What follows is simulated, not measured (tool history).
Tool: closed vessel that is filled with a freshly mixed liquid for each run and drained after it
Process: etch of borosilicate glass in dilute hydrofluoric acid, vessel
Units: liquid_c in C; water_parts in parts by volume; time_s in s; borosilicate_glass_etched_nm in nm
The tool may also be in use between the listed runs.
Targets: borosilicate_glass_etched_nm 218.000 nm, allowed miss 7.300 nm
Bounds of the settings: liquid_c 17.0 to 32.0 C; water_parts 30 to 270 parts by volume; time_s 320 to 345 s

run  hour  liquid_c  water_parts  time_s  borosilicate_glass_etched_nm
  1   0.0      24.0          150     320                        62.325
  2   4.9      25.0          135     320                        72.694
  3   8.2      26.0          120     320                        86.069
  4  11.2      26.5          110     320                        99.002
     12.9  -- hydrofluoric acid flow meter replaced
  5  12.9      26.5          140     320                        67.088
  6  19.9      26.5          125     320                        74.121
  7  26.7      25.5          115     320                        79.790
  8  31.4      26.5          105     325                        94.004
  9  32.4      26.5          105     325                        93.283
 10  36.9      27.0           95     330                       108.140
 11  44.6      27.5           85     330                       124.260
 12  51.2      28.0           80     330                       138.390

Which of these 4 next moves meets every target?
  A  57.8      28.5           55     345                             ?
  B  57.8      29.5          105     320                             ?
  C  57.8      28.0           70     345                             ?
  D  57.8      20.0           85     345                             ?

move  borosilicate_glass_etched_nm
   A                       219.680
   B                       103.280
   C                       165.620
   D                        96.931
A: meets every target
B: further off than the last run
C: nearer than the last run, and not there yet
D: further off than the last run
The right move is A.
